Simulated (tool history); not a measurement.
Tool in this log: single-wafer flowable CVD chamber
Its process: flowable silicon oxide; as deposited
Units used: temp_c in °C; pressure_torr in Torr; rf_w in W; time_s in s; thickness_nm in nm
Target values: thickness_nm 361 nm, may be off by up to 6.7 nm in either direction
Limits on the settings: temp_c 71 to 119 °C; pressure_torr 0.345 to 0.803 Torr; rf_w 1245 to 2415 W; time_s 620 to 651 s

run 1 hour=0 | temp_c=95 pressure_torr=0.574 rf_w=1830 time_s=651 | thickness_nm=276.66
run 2 hour=2.9 | temp_c=93 pressure_torr=0.574 rf_w=1830 time_s=651 | thickness_nm=298.74
run 3 hour=3.8 | temp_c=93 pressure_torr=0.574 rf_w=1830 time_s=620 | thickness_nm=283.8
run 4 hour=11.9 | temp_c=93 pressure_torr=0.574 rf_w=1830 time_s=651 | thickness_nm=299.49
run 5 hour=15.9 | temp_c=99 pressure_torr=0.574 rf_w=1830 time_s=651 | thickness_nm=237.14
run 6 hour=19.4 | temp_c=96 pressure_torr=0.574 rf_w=1830 time_s=651 | thickness_nm=268.04
run 7 hour=23.9 | temp_c=94 pressure_torr=0.574 rf_w=1830 time_s=651 | thickness_nm=286.05
run 8 hour=28.9 | temp_c=92 pressure_torr=0.574 rf_w=1830 time_s=651 | thickness_nm=310.13

Pick the move, out of 5, that brings all results within their allowed miss; only one does.
run A hour=33.9 | temp_c=88 pressure_torr=0.621 rf_w=1800 time_s=651 | thickness_nm=?
run B hour=33.9 | temp_c=96 pressure_torr=0.478 rf_w=2235 time_s=648 | thickness_nm=?
run C hour=33.9 | temp_c=84 pressure_torr=0.563 rf_w=1880 time_s=620 | thickness_nm=?
run D hour=33.9 | temp_c=87 pressure_torr=0.55 rf_w=2000 time_s=651 | thickness_nm=?
run E hour=33.9 | temp_c=76 pressure_torr=0.409 rf_w=1720 time_s=651 | thickness_nm=?

move=A thickness_nm=383.08
move=B thickness_nm=233.59
move=C thickness_nm=385
move=D thickness_nm=362.61
move=E thickness_nm=371.96
A: moves the result that the last run missed by most past its target, out the other side
B: moves away from the targets compared with the last run
C: moves the result that the last run missed by most past its target, out the other side
D: in spec on every target
E: moves the result that the last run missed by most past its target, out the other side
D is the move that brings every result within its allowed miss.
